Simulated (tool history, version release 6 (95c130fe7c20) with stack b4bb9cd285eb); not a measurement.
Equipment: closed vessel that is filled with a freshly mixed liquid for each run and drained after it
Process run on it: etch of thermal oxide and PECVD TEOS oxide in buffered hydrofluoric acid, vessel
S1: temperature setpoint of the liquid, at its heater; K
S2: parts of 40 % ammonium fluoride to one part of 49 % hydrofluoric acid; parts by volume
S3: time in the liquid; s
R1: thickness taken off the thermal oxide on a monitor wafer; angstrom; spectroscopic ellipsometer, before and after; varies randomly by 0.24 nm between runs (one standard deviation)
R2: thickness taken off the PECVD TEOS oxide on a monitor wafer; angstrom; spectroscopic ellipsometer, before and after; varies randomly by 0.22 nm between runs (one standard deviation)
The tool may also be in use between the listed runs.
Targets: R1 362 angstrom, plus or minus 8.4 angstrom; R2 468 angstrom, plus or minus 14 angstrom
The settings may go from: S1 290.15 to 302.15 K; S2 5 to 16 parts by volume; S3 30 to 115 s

run,hour,S1,S2,S3,R1,R2
1,0,294.15,9.5,60,654.99,851.2
2,2.8,297.15,9.5,60,775.28,1009.1
3,5.6,299.15,9.5,60,866.23,1119.7
4,7.4,299.15,9.5,35,499.21,656.1
5,10.5,297.15,9.5,35,448.49,587.47
6,13.9,297.15,9.5,55,709.76,920.44
7,16.2,295.15,10.5,55,593.82,761.1
8,18.4,293.65,11.5,55,489.65,643.18
9,26.6,292.65,12,55,450.59,580.52

Of the 5 settings listed for the next run, only one would bring every result within its allowed miss of target. Which one?
A,34.8,295.15,14.5,80,?,?
B,34.8,293.15,10.5,40,?,?
C,34.8,293.15,13,50,?,?
D,34.8,292.65,13.5,50,?,?
E,34.8,291.65,14.5,60,?,?

move,R1,R2
A,629.95,810.47
B,386.47,497.22
C,392.07,504.43
D,367.37,472.64
E,388.41,499.71
A: lands further from the targets than the last run did
B: nearer the targets than the last run, but a result is still out of spec
C: nearer the targets than the last run, but a result is still out of spec
D: hits every target within its allowed miss
E: nearer the targets than the last run, but a result is still out of spec
D meets every target.

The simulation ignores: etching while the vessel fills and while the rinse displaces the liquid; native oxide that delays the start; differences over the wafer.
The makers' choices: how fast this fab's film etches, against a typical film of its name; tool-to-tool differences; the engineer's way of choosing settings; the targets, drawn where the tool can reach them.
